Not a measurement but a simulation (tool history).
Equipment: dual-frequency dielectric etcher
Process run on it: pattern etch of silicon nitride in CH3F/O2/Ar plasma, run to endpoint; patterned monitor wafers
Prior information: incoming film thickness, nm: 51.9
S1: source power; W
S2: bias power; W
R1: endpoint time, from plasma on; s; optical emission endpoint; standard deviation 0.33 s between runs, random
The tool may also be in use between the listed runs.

Run 1, hour 0.0: S1 340 W, S2 97 W. Result: R1 71.319 s.
Run 2, hour 3.5: S1 320 W, S2 94 W. Result: R1 72.604 s.
Run 3, hour 4.6: S1 320 W, S2 107 W. Result: R1 68.916 s.
Run 4, hour 8.7: S1 300 W, S2 101 W. Result: R1 72.830 s.
Run 5, hour 15.5: S1 300 W, S2 95 W. Result: R1 73.618 s.
Run 6, hour 17.8: S1 300 W, S2 112 W. Result: R1 68.932 s.
At hour 20.7: bias power generator calibrated.
Run 7, hour 20.7: S1 280 W, S2 107 W. Result: R1 71.317 s.
Run 8, hour 25.4: S1 270 W, S2 102 W. Result: R1 72.957 s.
Run 9, hour 27.4: S1 260 W, S2 97 W. Result: R1 75.233 s.
Run 10, hour 30.7: S1 250 W, S2 93 W. Result: R1 77.038 s.

Estimate the outcome of run 11 from the log above:
Run 11, hour 35.1: S1 240 W, S2 90 W. Result: R1 ?.

R1: 78.494 s
